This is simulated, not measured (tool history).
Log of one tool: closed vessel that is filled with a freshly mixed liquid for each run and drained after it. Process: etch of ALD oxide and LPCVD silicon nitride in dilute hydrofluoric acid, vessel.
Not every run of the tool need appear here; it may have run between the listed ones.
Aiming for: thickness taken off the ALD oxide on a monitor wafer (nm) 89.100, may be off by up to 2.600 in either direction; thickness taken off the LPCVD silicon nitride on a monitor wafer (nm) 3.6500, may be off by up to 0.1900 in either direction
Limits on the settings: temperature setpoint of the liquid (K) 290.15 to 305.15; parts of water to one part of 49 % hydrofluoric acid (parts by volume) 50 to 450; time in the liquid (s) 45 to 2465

| run | hour | temperature setpoint of the liquid (K) | parts of water to one part of 49 % hydrofluoric acid (parts by volume) | time in the liquid (s) | thickness taken off the ALD oxide on a monitor wafer (nm) | thickness taken off the LPCVD silicon nitride on a monitor wafer (nm) |
|---|---|---|---|---|---|---|
| 1 | 0.0 | 297.15 | 250 | 1255 | 52.421 | 2.4123 |
| 2 | 4.9 | 297.15 | 310 | 1255 | 39.965 | 1.9708 |
| 3 | 11.8 | 297.15 | 310 | 1445 | 45.914 | 2.2181 |
| 4 | 19.6 | 297.15 | 240 | 1445 | 64.279 | 2.8744 |
| 5 | 21.8 | 297.15 | 240 | 910 | 39.853 | 1.7881 |
| 6 | 27.5 | 297.65 | 220 | 900 | 44.985 | 2.0286 |
| 7 | 29.9 | 297.65 | 205 | 890 | 48.556 | 2.0919 |
| 8 | 38.7 | 298.15 | 195 | 880 | 51.455 | 2.2878 |
| 9 | 41.2 | 298.15 | 180 | 865 | 56.617 | 2.4308 |
| 10 | 43.1 | 298.65 | 170 | 850 | 60.117 | 2.5907 |
| 11 | 51.7 | 298.65 | 160 | 835 | 63.889 | 2.7096 |
| 12 | 58.4 | 298.65 | 155 | 820 | 64.623 | 2.6795 |
| 13 | 62.5 | 299.15 | 150 | 810 | 68.045 | 2.9815 |
| 14 | 67.9 | 299.15 | 145 | 800 | 70.215 | 2.9199 |

Next run, 4 choices. One meets every target within its allowed miss, the rest don't. Which?
| A | 73.3 | 298.65 | 125 | 865 | ? | ? |
| B | 73.3 | 301.15 | 170 | 655 | ? | ? |
| C | 73.3 | 299.65 | 110 | 680 | ? | ? |
| D | 73.3 | 302.65 | 165 | 880 | ? | ? |

| move | thickness taken off the ALD oxide on a monitor wafer (nm) | thickness taken off the LPCVD silicon nitride on a monitor wafer (nm) |
|---|---|---|
| A | 88.492 | 3.5250 |
| B | 51.185 | 2.2976 |
| C | 83.705 | 3.3560 |
| D | 75.241 | 3.4883 |
A: every result lands within tolerance
B: moves away from the targets compared with the last run
C: closes in on the targets versus the last run, not all within tolerance yet
D: closes in on the targets versus the last run, not all within tolerance yet
A meets every target.

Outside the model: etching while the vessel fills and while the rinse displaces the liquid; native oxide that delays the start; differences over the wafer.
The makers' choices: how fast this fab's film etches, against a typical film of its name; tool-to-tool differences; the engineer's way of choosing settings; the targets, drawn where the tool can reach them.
